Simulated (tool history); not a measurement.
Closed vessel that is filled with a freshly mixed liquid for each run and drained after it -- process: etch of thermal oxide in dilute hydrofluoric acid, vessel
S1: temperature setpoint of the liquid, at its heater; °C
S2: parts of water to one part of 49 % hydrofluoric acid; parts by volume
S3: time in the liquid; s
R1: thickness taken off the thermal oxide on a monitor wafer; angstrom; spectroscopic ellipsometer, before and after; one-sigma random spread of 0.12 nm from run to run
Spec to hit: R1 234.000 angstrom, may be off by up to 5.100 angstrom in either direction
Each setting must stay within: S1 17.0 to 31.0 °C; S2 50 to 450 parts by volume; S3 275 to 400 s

| run | day | S1 | S2 | S3 | R1 |
|---|---|---|---|---|---|
| 1 | 0.000 | 23.0 | 250 | 400 | 64.274 |
| 2 | 0.183 | 24.5 | 210 | 400 | 83.886 |
| 3 | 0.521 | 26.0 | 180 | 400 | 106.790 |
| 4 | 0.612 | 23.0 | 180 | 400 | 96.304 |
| 5 | 0.742 | 23.0 | 105 | 400 | 179.380 |
| 6 | 1.100 | 24.0 | 100 | 400 | 196.660 |
| 7 | 1.496 | 25.0 | 100 | 400 | 202.540 |
| 8 | 1.721 | 26.0 | 100 | 400 | 212.930 |
| 9 | 1.958 | 26.5 | 100 | 400 | 215.660 |
| 10 | 2.221 | 27.0 | 100 | 400 | 220.660 |
| 11 | 2.346 | 27.5 | 100 | 400 | 223.510 |

Next run, 4 choices. One meets every target within its allowed miss, the rest don't. Which?
| A | 2.471 | 29.0 | 95 | 390 | ? |
| B | 2.471 | 24.5 | 85 | 390 | ? |
| C | 2.471 | 25.0 | 95 | 395 | ? |
| D | 2.471 | 30.5 | 100 | 390 | ? |

| move | R1 |
|---|---|
| A | 246.310 |
| B | 234.130 |
| C | 213.690 |
| D | 245.850 |
A: moves the result that the last run missed by most past its target, out the other side
B: every result lands within tolerance
C: moves away from the targets compared with the last run
D: moves the result that the last run missed by most past its target, out the other side
Correct choice: B, which meets every target

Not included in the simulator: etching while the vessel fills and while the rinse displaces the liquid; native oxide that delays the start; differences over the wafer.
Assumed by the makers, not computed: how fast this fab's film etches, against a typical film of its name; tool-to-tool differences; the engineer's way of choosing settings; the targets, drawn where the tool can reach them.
